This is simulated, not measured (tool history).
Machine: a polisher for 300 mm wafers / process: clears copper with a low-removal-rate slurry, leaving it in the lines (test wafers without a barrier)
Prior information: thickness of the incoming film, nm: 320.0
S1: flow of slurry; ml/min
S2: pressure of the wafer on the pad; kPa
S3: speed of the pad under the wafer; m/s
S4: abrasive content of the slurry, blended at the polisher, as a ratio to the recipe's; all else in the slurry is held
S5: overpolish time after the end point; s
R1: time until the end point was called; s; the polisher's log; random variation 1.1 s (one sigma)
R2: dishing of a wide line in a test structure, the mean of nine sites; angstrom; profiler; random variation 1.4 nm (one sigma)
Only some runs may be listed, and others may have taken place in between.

run  hour   S1    S2    S3   S4  S5       R1      R2
  1   0.0  120  19.3  0.90  1.0  14   97.396  338.52
  2   7.8  150  19.3  0.90  1.0  14   92.208  346.85
  3  15.1  150  19.3  0.90  1.0  19   89.936  466.30
  4  17.3  150  21.4  0.92  1.0  18   80.366  477.05
  5  20.3  160  21.4  0.92  1.0  18   79.157  451.03
  6  25.1  160  17.2  0.92  1.0  18  101.910  396.97
  7  27.0  160  20.0  0.94  1.0  18   84.285  459.43
     28.3  -- head pressure recalibrated
  8  28.3  160  22.1  0.94  1.0  18   83.684  457.79

For run 9, what comes out?
  9  32.4  160  24.1  1.02  1.0  18   ?   ?

Run 9 came out at R1 72.191 s, R2 519.69 angstrom.

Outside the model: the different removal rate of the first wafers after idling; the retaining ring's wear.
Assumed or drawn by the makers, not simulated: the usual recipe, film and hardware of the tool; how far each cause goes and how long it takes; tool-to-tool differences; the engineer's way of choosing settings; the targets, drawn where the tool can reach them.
